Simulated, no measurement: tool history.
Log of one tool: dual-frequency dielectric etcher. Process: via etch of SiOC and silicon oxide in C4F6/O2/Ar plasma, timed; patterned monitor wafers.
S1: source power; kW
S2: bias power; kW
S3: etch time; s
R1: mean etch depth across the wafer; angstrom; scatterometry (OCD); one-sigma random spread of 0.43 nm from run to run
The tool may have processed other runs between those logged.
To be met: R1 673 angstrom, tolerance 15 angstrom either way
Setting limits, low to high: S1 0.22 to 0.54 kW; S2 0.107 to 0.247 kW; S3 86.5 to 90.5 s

run    day    S1     S2    S3      R1
  1      0  0.38  0.177  86.5  953.02
  2  0.146  0.34   0.16  86.5   867.9
  3  0.212  0.34   0.16  86.5  863.38
  4  0.367  0.31  0.151  86.5  804.36
  5  0.621  0.31  0.151  86.5  799.76
  6  0.933  0.31  0.151  86.5  806.11
  7  1.258  0.29  0.146  86.5  747.36
  8  1.454  0.23  0.143  86.5  635.18

Next run, 5 choices. One meets every target within its allowed miss, the rest don't. Which?
  A  1.65  0.23   0.13    90   ?
  B  1.65  0.26  0.129  90.5   ?
  C  1.65  0.22  0.162    90   ?
  D  1.65  0.22  0.147  86.5   ?
  E  1.65  0.26  0.133  90.5   ?

move      R1
   A  644.38
   B  705.83
   C  676.76
   D   626.8
   E  713.79
A: nearer than the last run, and not there yet
B: pushes the last run's worst result past its target
C: all results in spec
D: moves away from the targets compared with the last run
E: pushes the last run's worst result past its target
C meets every target.
